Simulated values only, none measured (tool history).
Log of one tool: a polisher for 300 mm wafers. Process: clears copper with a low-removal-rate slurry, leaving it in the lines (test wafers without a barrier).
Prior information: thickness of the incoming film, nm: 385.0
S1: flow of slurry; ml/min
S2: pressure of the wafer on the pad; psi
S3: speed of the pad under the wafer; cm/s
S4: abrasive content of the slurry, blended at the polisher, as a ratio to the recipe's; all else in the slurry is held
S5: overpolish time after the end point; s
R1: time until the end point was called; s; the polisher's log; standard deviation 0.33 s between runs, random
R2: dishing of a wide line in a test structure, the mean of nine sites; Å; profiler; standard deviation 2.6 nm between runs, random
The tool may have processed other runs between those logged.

{"run": 1, "hour": 0.0, "S1": 180, "S2": 3.9, "S3": 114, "S4": 1, "S5": 21, "R1": 69.932, "R2": 614.99}
{"run": 2, "hour": 4.0, "S1": 180, "S2": 3.4, "S3": 114, "S4": 1, "S5": 21, "R1": 78.24, "R2": 571.5}
{"run": 3, "hour": 7.1, "S1": 180, "S2": 3.4, "S3": 114, "S4": 1, "S5": 15, "R1": 79.211, "R2": 446.31}
{"run": 4, "hour": 10.0, "S1": 180, "S2": 3.9, "S3": 116, "S4": 1, "S5": 17, "R1": 68.863, "R2": 536.84}
{"run": 5, "hour": 11.4, "S1": 180, "S2": 4.3, "S3": 118, "S4": 1, "S5": 18, "R1": 61.126, "R2": 607.8}
{"run": 6, "hour": 15.5, "S1": 185, "S2": 4.6, "S3": 120, "S4": 1, "S5": 19, "R1": 57.142, "R2": 694.02}
{"run": 7, "hour": 19.5, "S1": 185, "S2": 4.9, "S3": 124, "S4": 1, "S5": 19, "R1": 52.283, "R2": 724.67}
{"run": 8, "hour": 23.1, "S1": 185, "S2": 5.1, "S3": 128, "S4": 1, "S5": 20, "R1": 48.352, "R2": 781.27}

For run 9, what comes out?
{"run": 9, "hour": 28.6, "S1": 185, "S2": 5.1, "S3": 128, "S4": 1, "S5": 20, "R1": "?", "R2": "?"}

{"run 9": {"R1": 48.621, "R2": 784.76}}
